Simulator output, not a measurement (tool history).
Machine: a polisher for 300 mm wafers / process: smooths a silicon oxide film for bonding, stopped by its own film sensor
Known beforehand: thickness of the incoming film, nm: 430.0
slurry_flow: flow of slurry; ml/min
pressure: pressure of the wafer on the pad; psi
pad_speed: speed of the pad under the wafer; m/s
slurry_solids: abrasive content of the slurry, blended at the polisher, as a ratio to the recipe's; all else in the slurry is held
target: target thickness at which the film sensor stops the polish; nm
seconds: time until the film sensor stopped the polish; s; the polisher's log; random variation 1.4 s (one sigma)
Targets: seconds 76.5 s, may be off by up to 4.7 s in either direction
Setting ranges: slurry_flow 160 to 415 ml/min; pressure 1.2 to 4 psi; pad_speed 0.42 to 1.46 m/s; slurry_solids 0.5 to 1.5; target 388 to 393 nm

{"run": 1, "hour": 0.0, "slurry_flow": 265, "pressure": 2.6, "pad_speed": 0.94, "slurry_solids": 1, "target": 388, "seconds": 38.752}
{"run": 2, "hour": 3.7, "slurry_flow": 265, "pressure": 2.2, "pad_speed": 0.88, "slurry_solids": 1, "target": 388, "seconds": 49.055}
{"run": 3, "hour": 9.0, "slurry_flow": 265, "pressure": 2.2, "pad_speed": 0.88, "slurry_solids": 1, "target": 388, "seconds": 46.609}
{"run": 4, "hour": 11.8, "slurry_flow": 265, "pressure": 1.9, "pad_speed": 0.82, "slurry_solids": 1, "target": 388, "seconds": 58.202}
{"run": 5, "hour": 19.2, "slurry_flow": 265, "pressure": 1.7, "pad_speed": 0.82, "slurry_solids": 1, "target": 388, "seconds": 66.482}
{"run": 6, "hour": 24.0, "slurry_flow": 315, "pressure": 1.7, "pad_speed": 0.82, "slurry_solids": 1, "target": 388, "seconds": 62.777}
{"run": 7, "hour": 30.2, "slurry_flow": 315, "pressure": 1.7, "pad_speed": 0.82, "slurry_solids": 1, "target": 388, "seconds": 64.261}
{"run": 8, "hour": 32.6, "slurry_flow": 315, "pressure": 1.6, "pad_speed": 0.82, "slurry_solids": 1, "target": 388, "seconds": 66.932}

Of the 5 settings listed for the next run, only one would bring every result within its allowed miss of target. Which one?
{"run": "A", "hour": 35.0, "slurry_flow": 300, "pressure": 1.4, "pad_speed": 0.7, "slurry_solids": 1, "target": 389, "seconds": "?"}
{"run": "B", "hour": 35.0, "slurry_flow": 345, "pressure": 1.7, "pad_speed": 0.8, "slurry_solids": 1.1, "target": 393, "seconds": "?"}
{"run": "C", "hour": 35.0, "slurry_flow": 215, "pressure": 1.4, "pad_speed": 0.82, "slurry_solids": 1.05, "target": 389, "seconds": "?"}
{"run": "D", "hour": 35.0, "slurry_flow": 345, "pressure": 1.7, "pad_speed": 0.78, "slurry_solids": 1, "target": 392, "seconds": "?"}
{"run": "E", "hour": 35.0, "slurry_flow": 335, "pressure": 1.8, "pad_speed": 0.76, "slurry_solids": 1.15, "target": 391, "seconds": "?"}

move=A seconds=83.739
move=B seconds=53.584
move=C seconds=74.427
move=D seconds=58.554
move=E seconds=54.799
A: the result that was furthest off in the last run now lies on the other side of its target
B: misses by more than the last run did
C: each result inside its tolerance
D: misses by more than the last run did
E: misses by more than the last run did
The move that meets every target is C.
